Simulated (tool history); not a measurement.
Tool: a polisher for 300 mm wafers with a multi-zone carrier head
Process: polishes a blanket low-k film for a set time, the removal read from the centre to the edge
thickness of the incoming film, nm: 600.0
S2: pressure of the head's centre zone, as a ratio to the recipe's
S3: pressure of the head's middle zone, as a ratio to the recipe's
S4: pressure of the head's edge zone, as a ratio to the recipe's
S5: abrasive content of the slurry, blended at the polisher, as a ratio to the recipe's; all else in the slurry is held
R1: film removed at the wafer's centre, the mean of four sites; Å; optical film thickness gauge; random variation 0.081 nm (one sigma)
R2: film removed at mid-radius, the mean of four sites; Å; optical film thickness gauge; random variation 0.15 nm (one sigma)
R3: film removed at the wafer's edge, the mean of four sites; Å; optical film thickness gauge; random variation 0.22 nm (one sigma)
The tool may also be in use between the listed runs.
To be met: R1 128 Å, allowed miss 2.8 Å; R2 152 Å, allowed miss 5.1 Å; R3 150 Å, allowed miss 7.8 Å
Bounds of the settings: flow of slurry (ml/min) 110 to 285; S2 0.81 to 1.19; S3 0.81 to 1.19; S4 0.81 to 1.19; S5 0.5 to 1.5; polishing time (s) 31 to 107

Run 1, hour 0: flow of slurry (ml/min) 180, S2 1, S3 1, S4 1, S5 1, polishing time (s) 69. Result: R1 141.01 Å, R2 144.44 Å, R3 145.61 Å.
Run 2, hour 2.3: flow of slurry (ml/min) 180, S2 1, S3 1, S4 0.95, S5 1, polishing time (s) 69. Result: R1 143.23 Å, R2 142.91 Å, R3 138.64 Å.
Run 3, hour 4.7: flow of slurry (ml/min) 170, S2 0.98, S3 1.02, S4 0.98, S5 1, polishing time (s) 69. Result: R1 137.96 Å, R2 141.09 Å, R3 143.35 Å.
Run 4, hour 11: flow of slurry (ml/min) 170, S2 0.98, S3 1.02, S4 1.05, S5 1, polishing time (s) 69. Result: R1 138.99 Å, R2 144.27 Å, R3 151.3 Å.
Run 5, hour 13: flow of slurry (ml/min) 170, S2 1.01, S3 1.02, S4 1.05, S5 1, polishing time (s) 69. Result: R1 141.48 Å, R2 144.23 Å, R3 147.62 Å.
At hour 13.9: worn pad replaced by a new one.
Run 6, hour 13.9: flow of slurry (ml/min) 165, S2 0.98, S3 1.06, S4 1.05, S5 1, polishing time (s) 69. Result: R1 156.3 Å, R2 167.24 Å, R3 165.92 Å.
Run 7, hour 17.9: flow of slurry (ml/min) 170, S2 0.93, S3 1.05, S4 1.01, S5 1, polishing time (s) 69. Result: R1 150.65 Å, R2 167.25 Å, R3 165.72 Å.
Run 8, hour 24.9: flow of slurry (ml/min) 125, S2 0.83, S3 1.03, S4 0.92, S5 0.85, polishing time (s) 69. Result: R1 112.91 Å, R2 138.41 Å, R3 131.15 Å.
Run 9, hour 28.4: flow of slurry (ml/min) 145, S2 0.84, S3 1.03, S4 0.94, S5 0.85, polishing time (s) 69. Result: R1 120.34 Å, R2 140.11 Å, R3 137.05 Å.
Run 10, hour 33.1: flow of slurry (ml/min) 150, S2 0.83, S3 1.04, S4 0.95, S5 0.85, polishing time (s) 69. Result: R1 118.19 Å, R2 145.76 Å, R3 138.45 Å.
Run 11, hour 35.2: flow of slurry (ml/min) 160, S2 0.84, S3 1.04, S4 0.97, S5 0.85, polishing time (s) 69. Result: R1 120.06 Å, R2 146.69 Å, R3 142.42 Å.
Run 12, hour 40.6: flow of slurry (ml/min) 210, S2 0.87, S3 1.04, S4 0.99, S5 0.85, polishing time (s) 69. Result: R1 133.51 Å, R2 154.23 Å, R3 143.18 Å.
Run 13, hour 46.8: flow of slurry (ml/min) 205, S2 0.87, S3 1.04, S4 1.01, S5 0.85, polishing time (s) 69. Result: R1 132.13 Å, R2 152.01 Å, R3 148.64 Å.

4 next moves are on the table. One of them brings every result within its allowed miss. Which?
Run A, hour 53: flow of slurry (ml/min) 150, S2 0.86, S3 1.05, S4 1.02, S5 0.95, polishing time (s) 66. Result: R1 ?, R2 ?, R3 ?.
Run B, hour 53: flow of slurry (ml/min) 235, S2 0.87, S3 0.91, S4 0.94, S5 0.95, polishing time (s) 67. Result: R1 ?, R2 ?, R3 ?.
Run C, hour 53: flow of slurry (ml/min) 285, S2 0.94, S3 1.06, S4 0.93, S5 1.15, polishing time (s) 55. Result: R1 ?, R2 ?, R3 ?.
Run D, hour 53: flow of slurry (ml/min) 185, S2 0.84, S3 0.98, S4 1.05, S5 0.9, polishing time (s) 72. Result: R1 ?, R2 ?, R3 ?.

move      R1      R2      R3
   A  127.46  153.13  153.36
   B  142.12  149.08  158.58
   C  143.78  159.56  147.86
   D  137.22  158.08  168.32
A: meets every target
B: further off than the last run
C: further off than the last run
D: further off than the last run
Move A is the one to make.
